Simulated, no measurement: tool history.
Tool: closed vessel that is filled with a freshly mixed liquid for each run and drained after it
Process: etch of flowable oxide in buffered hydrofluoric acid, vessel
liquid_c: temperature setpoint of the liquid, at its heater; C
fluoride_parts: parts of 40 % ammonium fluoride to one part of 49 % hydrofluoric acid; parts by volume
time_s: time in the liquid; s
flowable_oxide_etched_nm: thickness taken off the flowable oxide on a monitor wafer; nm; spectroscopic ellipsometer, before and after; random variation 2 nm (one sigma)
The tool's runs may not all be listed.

{"run": 1, "hour": 0.0, "liquid_c": 24.0, "fluoride_parts": 17.5, "time_s": 105, "flowable_oxide_etched_nm": 231.12}
{"run": 2, "hour": 8.0, "liquid_c": 25.0, "fluoride_parts": 17.5, "time_s": 105, "flowable_oxide_etched_nm": 246.94}
{"run": 3, "hour": 9.6, "liquid_c": 25.5, "fluoride_parts": 17.5, "time_s": 105, "flowable_oxide_etched_nm": 250.13}
{"run": 4, "hour": 17.7, "liquid_c": 26.0, "fluoride_parts": 17.5, "time_s": 105, "flowable_oxide_etched_nm": 261.15}
{"run": 5, "hour": 22.9, "liquid_c": 26.0, "fluoride_parts": 12.5, "time_s": 105, "flowable_oxide_etched_nm": 359.95}
{"run": 6, "hour": 25.1, "liquid_c": 26.0, "fluoride_parts": 7.5, "time_s": 105, "flowable_oxide_etched_nm": 586.58}
{"run": 7, "hour": 33.8, "liquid_c": 24.5, "fluoride_parts": 8.0, "time_s": 105, "flowable_oxide_etched_nm": 500.4}

The next listed run, before its measurement:
{"run": 8, "hour": 37.2, "liquid_c": 23.5, "fluoride_parts": 8.0, "time_s": 105, "flowable_oxide_etched_nm": "?"}

{"run 8": {"flowable_oxide_etched_nm": 470.74}}

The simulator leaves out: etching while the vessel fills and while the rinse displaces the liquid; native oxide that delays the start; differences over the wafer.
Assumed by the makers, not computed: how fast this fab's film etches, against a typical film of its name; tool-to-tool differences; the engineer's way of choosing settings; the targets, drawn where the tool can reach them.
